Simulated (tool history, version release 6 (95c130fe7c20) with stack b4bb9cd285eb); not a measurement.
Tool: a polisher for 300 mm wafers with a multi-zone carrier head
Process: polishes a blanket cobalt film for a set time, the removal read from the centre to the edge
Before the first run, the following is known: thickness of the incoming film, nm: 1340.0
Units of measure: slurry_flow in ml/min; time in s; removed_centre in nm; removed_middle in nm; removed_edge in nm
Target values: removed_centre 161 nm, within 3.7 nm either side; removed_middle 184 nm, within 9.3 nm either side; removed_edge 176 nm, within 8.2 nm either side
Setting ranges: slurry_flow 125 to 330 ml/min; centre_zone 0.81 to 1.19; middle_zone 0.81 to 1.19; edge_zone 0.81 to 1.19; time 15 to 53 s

Run 1, hour 0: slurry_flow 210 ml/min, centre_zone 1, middle_zone 1, edge_zone 1, time 34 s. Result: removed_centre 198.55 nm, removed_middle 201.04 nm, removed_edge 210.16 nm.
Run 2, hour 8.2: slurry_flow 205 ml/min, centre_zone 0.98, middle_zone 1, edge_zone 0.97, time 33 s. Result: removed_centre 189.77 nm, removed_middle 187.56 nm, removed_edge 195.13 nm.
Run 3, hour 16.2: slurry_flow 205 ml/min, centre_zone 0.91, middle_zone 1, edge_zone 0.97, time 33 s. Result: removed_centre 176.81 nm, removed_middle 196.4 nm, removed_edge 197.9 nm.
Run 4, hour 22.3: slurry_flow 195 ml/min, centre_zone 0.9, middle_zone 1, edge_zone 0.95, time 33 s. Result: removed_centre 174.74 nm, removed_middle 194.23 nm, removed_edge 194.41 nm.
Run 5, hour 29: slurry_flow 195 ml/min, centre_zone 0.9, middle_zone 1, edge_zone 0.95, time 26 s. Result: removed_centre 137.95 nm, removed_middle 151.11 nm, removed_edge 154.7 nm.
Run 6, hour 33.4: slurry_flow 195 ml/min, centre_zone 0.98, middle_zone 1, edge_zone 0.95, time 26 s. Result: removed_centre 147.51 nm, removed_middle 150.69 nm, removed_edge 149.62 nm.
Run 7, hour 41.7: slurry_flow 210 ml/min, centre_zone 0.98, middle_zone 1.02, edge_zone 0.96, time 26 s. Result: removed_centre 148.59 nm, removed_middle 158.7 nm, removed_edge 153.21 nm.
Run 8, hour 43.5: slurry_flow 225 ml/min, centre_zone 0.98, middle_zone 1.02, edge_zone 0.98, time 26 s. Result: removed_centre 149.87 nm, removed_middle 156.14 nm, removed_edge 155.32 nm.
Run 9, hour 48.6: slurry_flow 230 ml/min, centre_zone 0.98, middle_zone 1.04, edge_zone 1, time 26 s. Result: removed_centre 150.97 nm, removed_middle 160.42 nm, removed_edge 156.83 nm.
Run 10, hour 52.8: slurry_flow 235 ml/min, centre_zone 0.98, middle_zone 1.05, edge_zone 1.02, time 26 s. Result: removed_centre 151.78 nm, removed_middle 162.61 nm, removed_edge 159.01 nm.
Run 11, hour 59: slurry_flow 240 ml/min, centre_zone 0.98, middle_zone 1.06, edge_zone 1.04, time 26 s. Result: removed_centre 153 nm, removed_middle 161.47 nm, removed_edge 162.88 nm.
Run 12, hour 61.6: slurry_flow 245 ml/min, centre_zone 0.98, middle_zone 1.08, edge_zone 1.05, time 26 s. Result: removed_centre 151.9 nm, removed_middle 162.39 nm, removed_edge 161.64 nm.
Run 13, hour 64: slurry_flow 245 ml/min, centre_zone 0.98, middle_zone 1.08, edge_zone 1.05, time 26 s. Result: removed_centre 153.39 nm, removed_middle 165.79 nm, removed_edge 159.27 nm.

5 candidate next runs follow, results not yet known. Just one meets every target within its allowed miss. Identify it.
Run A, hour 66.4: slurry_flow 220 ml/min, centre_zone 1.02, middle_zone 1.11, edge_zone 1.09, time 28 s. Result: removed_centre ?, removed_middle ?, removed_edge ?.
Run B, hour 66.4: slurry_flow 265 ml/min, centre_zone 1.1, middle_zone 1.07, edge_zone 1.03, time 26 s. Result: removed_centre ?, removed_middle ?, removed_edge ?.
Run C, hour 66.4: slurry_flow 205 ml/min, centre_zone 0.94, middle_zone 1.07, edge_zone 1.01, time 29 s. Result: removed_centre ?, removed_middle ?, removed_edge ?.
Run D, hour 66.4: slurry_flow 240 ml/min, centre_zone 1.09, middle_zone 1.1, edge_zone 1, time 26 s. Result: removed_centre ?, removed_middle ?, removed_edge ?.
Run E, hour 66.4: slurry_flow 305 ml/min, centre_zone 0.98, middle_zone 1.05, edge_zone 0.96, time 29 s. Result: removed_centre ?, removed_middle ?, removed_edge ?.

move  removed_centre  removed_middle  removed_edge
   A          167.82          180.48        177.75
   B          170.38          165.49        162.87
   C          160.07          179.82        176.35
   D          167.16           167.8        159.29
   E          173.65          184.12        177.37
A: takes the result that was furthest off past its target
B: takes the result that was furthest off past its target
C: each result inside its tolerance
D: takes the result that was furthest off past its target
E: takes the result that was furthest off past its target
C meets every target.
